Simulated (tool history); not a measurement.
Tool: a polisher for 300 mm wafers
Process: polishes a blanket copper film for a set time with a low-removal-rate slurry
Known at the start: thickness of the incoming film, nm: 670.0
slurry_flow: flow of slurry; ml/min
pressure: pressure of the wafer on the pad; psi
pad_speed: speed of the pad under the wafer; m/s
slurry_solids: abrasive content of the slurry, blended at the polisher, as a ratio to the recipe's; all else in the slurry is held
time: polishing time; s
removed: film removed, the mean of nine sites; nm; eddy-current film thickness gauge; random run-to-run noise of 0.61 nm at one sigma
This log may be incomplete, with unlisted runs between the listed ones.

Run 1, hour 0.0: slurry_flow 190 ml/min, pressure 1.6 psi, pad_speed 1.12 m/s, slurry_solids 1.0, time 53 s. Result: removed 103.400 nm.
Run 2, hour 2.1: slurry_flow 150 ml/min, pressure 1.6 psi, pad_speed 1.12 m/s, slurry_solids 1.0, time 53 s. Result: removed 102.190 nm.
Run 3, hour 7.3: slurry_flow 150 ml/min, pressure 1.3 psi, pad_speed 1.10 m/s, slurry_solids 1.0, time 53 s. Result: removed 83.532 nm.
Run 4, hour 16.2: slurry_flow 115 ml/min, pressure 1.3 psi, pad_speed 1.10 m/s, slurry_solids 1.0, time 53 s. Result: removed 79.839 nm.
Run 5, hour 17.2: slurry_flow 115 ml/min, pressure 1.1 psi, pad_speed 1.10 m/s, slurry_solids 1.0, time 53 s. Result: removed 69.533 nm.
Run 6, hour 25.9: slurry_flow 115 ml/min, pressure 1.0 psi, pad_speed 1.10 m/s, slurry_solids 1.0, time 53 s. Result: removed 64.596 nm.

Expected results for the next run?
Run 7, hour 30.6: slurry_flow 115 ml/min, pressure 0.9 psi, pad_speed 1.10 m/s, slurry_solids 1.0, time 53 s. Result: removed ?.

Run 7 gave removed 60.159 nm.
